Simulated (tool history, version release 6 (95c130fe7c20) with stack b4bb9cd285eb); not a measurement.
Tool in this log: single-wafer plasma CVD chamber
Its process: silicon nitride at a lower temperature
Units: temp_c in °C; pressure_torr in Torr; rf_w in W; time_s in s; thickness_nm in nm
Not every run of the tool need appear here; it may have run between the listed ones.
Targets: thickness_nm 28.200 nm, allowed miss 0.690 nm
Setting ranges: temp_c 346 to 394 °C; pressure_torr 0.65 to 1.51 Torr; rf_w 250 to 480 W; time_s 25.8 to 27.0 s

run 1 hour=0.0 | temp_c=370 pressure_torr=1.08 rf_w=365 time_s=27.0 | thickness_nm=33.478
run 2 hour=5.7 | temp_c=370 pressure_torr=1.04 rf_w=360 time_s=27.0 | thickness_nm=32.976
run 3 hour=11.5 | temp_c=370 pressure_torr=1.01 rf_w=355 time_s=26.9 | thickness_nm=32.341
run 4 hour=16.8 | temp_c=370 pressure_torr=1.01 rf_w=355 time_s=27.0 | thickness_nm=32.252
run 5 hour=21.6 | temp_c=370 pressure_torr=0.98 rf_w=350 time_s=27.0 | thickness_nm=31.353
run 6 hour=29.7 | temp_c=370 pressure_torr=0.95 rf_w=350 time_s=27.0 | thickness_nm=31.150
run 7 hour=31.1 | temp_c=370 pressure_torr=0.92 rf_w=350 time_s=27.0 | thickness_nm=30.549
run 8 hour=33.4 | temp_c=370 pressure_torr=0.90 rf_w=350 time_s=27.0 | thickness_nm=30.357
run 9 hour=38.3 | temp_c=370 pressure_torr=0.71 rf_w=335 time_s=26.9 | thickness_nm=26.137
run 10 hour=46.1 | temp_c=370 pressure_torr=0.73 rf_w=335 time_s=26.9 | thickness_nm=26.472
-- hour=54.1 capacitance manometer re-zeroed and calibrated
run 11 hour=54.1 | temp_c=370 pressure_torr=0.89 rf_w=345 time_s=27.0 | thickness_nm=30.866

Consider the 5 candidate settings below. Which is the only one whose results all fall within their allowed miss of target?
run A hour=62.1 | temp_c=360 pressure_torr=0.92 rf_w=315 time_s=25.8 | thickness_nm=?
run B hour=62.1 | temp_c=369 pressure_torr=1.07 rf_w=355 time_s=26.2 | thickness_nm=?
run C hour=62.1 | temp_c=366 pressure_torr=0.84 rf_w=370 time_s=25.8 | thickness_nm=?
run D hour=62.1 | temp_c=366 pressure_torr=0.85 rf_w=350 time_s=26.1 | thickness_nm=?
run E hour=62.1 | temp_c=366 pressure_torr=0.91 rf_w=355 time_s=27.0 | thickness_nm=?

move=A thickness_nm=28.758
move=B thickness_nm=33.140
move=C thickness_nm=30.374
move=D thickness_nm=29.879
move=E thickness_nm=32.096
A: all results in spec
B: its largest miss is bigger than the last run's
C: better than the last run, though not everything is in spec
D: better than the last run, though not everything is in spec
E: its largest miss is bigger than the last run's
The right move is A.
